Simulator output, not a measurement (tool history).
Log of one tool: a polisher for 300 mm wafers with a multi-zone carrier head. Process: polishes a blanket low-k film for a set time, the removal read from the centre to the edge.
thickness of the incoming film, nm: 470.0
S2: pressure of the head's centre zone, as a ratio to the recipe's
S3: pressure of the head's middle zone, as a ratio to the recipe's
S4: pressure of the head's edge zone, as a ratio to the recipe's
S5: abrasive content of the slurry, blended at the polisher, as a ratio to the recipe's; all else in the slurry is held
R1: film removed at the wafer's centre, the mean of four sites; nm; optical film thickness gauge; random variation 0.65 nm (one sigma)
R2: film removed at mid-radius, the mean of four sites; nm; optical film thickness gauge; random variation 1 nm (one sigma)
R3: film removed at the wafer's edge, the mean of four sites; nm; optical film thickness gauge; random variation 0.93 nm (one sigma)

{"run": 1, "hour": 0.0, "flow of slurry (ml/min)": 170, "S2": 1, "S3": 1, "S4": 1, "S5": 1, "polishing time (s)": 81, "R1": 43.419, "R2": 43.052, "R3": 44.212}
{"run": 2, "hour": 5.3, "flow of slurry (ml/min)": 180, "S2": 1.02, "S3": 1.03, "S4": 1.03, "S5": 1.1, "polishing time (s)": 84, "R1": 47.765, "R2": 49.093, "R3": 50.196}
{"run": 3, "hour": 13.5, "flow of slurry (ml/min)": 190, "S2": 1.06, "S3": 1.05, "S4": 1.03, "S5": 1.2, "polishing time (s)": 85, "R1": 53.006, "R2": 51.92, "R3": 52.58}
{"run": 4, "hour": 20.9, "flow of slurry (ml/min)": 200, "S2": 1.08, "S3": 1.08, "S4": 1.04, "S5": 1.25, "polishing time (s)": 87, "R1": 57.15, "R2": 58.165, "R3": 54.608}
{"run": 5, "hour": 23.2, "flow of slurry (ml/min)": 200, "S2": 1.09, "S3": 1.08, "S4": 1.06, "S5": 1.3, "polishing time (s)": 89, "R1": 58.186, "R2": 57.079, "R3": 58.405}
{"run": 6, "hour": 27.5, "flow of slurry (ml/min)": 205, "S2": 1.1, "S3": 1.1, "S4": 1.06, "S5": 1.35, "polishing time (s)": 91, "R1": 62.81, "R2": 61.23, "R3": 60.038}
{"run": 7, "hour": 31.2, "flow of slurry (ml/min)": 205, "S2": 1.1, "S3": 1.1, "S4": 1.06, "S5": 1.35, "polishing time (s)": 91, "R1": 62.079, "R2": 61.297, "R3": 60.392}

Run 8 comes next. What will it give?
{"run": 8, "hour": 38.9, "flow of slurry (ml/min)": 210, "S2": 1.11, "S3": 1.12, "S4": 1.07, "S5": 1.4, "polishing time (s)": 93, "R1": "?", "R2": "?", "R3": "?"}

Run 8 gave R1 65.513 nm, R2 65.211 nm, R3 62.22 nm.
